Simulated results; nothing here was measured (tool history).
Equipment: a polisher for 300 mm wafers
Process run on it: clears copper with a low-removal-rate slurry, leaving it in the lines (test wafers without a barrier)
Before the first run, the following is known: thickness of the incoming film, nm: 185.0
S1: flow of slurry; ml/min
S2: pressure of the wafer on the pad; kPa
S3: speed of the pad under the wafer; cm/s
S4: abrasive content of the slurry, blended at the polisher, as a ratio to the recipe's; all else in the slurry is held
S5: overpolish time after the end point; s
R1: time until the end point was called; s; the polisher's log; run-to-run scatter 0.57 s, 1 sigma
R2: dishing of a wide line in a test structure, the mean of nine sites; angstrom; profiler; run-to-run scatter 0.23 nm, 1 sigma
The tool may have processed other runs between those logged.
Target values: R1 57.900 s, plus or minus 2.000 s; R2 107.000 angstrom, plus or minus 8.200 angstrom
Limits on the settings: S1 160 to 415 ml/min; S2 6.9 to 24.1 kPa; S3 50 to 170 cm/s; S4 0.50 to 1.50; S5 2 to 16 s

run	hour	S1	S2	S3	S4	S5	R1	R2
1	0.0	265	15.2	110	1.00	8	69.471	163.880
2	3.1	265	15.2	110	1.15	8	69.010	177.380
3	7.8	265	15.2	94	1.15	8	75.178	163.480
4	11.5	265	15.2	94	1.15	6	74.876	125.020
5	13.8	265	15.2	84	1.15	6	78.431	112.150
6	14.4	265	15.2	68	1.15	6	89.063	105.210
7	20.7	265	17.2	68	1.10	5	80.106	96.569
8	22.5	265	18.6	68	1.10	5	73.770	108.750
9	23.7	265	20.0	68	1.10	4	70.435	88.074
10	25.6	265	20.7	68	1.10	4	66.898	95.533
11	27.9	265	21.4	68	1.10	4	64.067	98.687
12	32.9	265	22.1	68	1.10	4	62.530	100.570
13	36.7	265	22.8	68	1.10	4	60.911	99.901

4 next moves are on the table. One of them brings every result within its allowed miss. Which?
A	40.5	265	22.1	72	1.00	4	?	?
B	40.5	315	22.1	52	1.30	4	?	?
C	40.5	280	24.1	72	0.95	4	?	?
D	40.5	265	22.8	64	1.15	4	?	?

move	R1	R2
A	62.921	97.780
B	66.568	92.582
C	58.249	105.490
D	61.989	99.245
A: misses by more than the last run did
B: misses by more than the last run did
C: in spec on every target
D: misses by more than the last run did
Move C is the one to make.
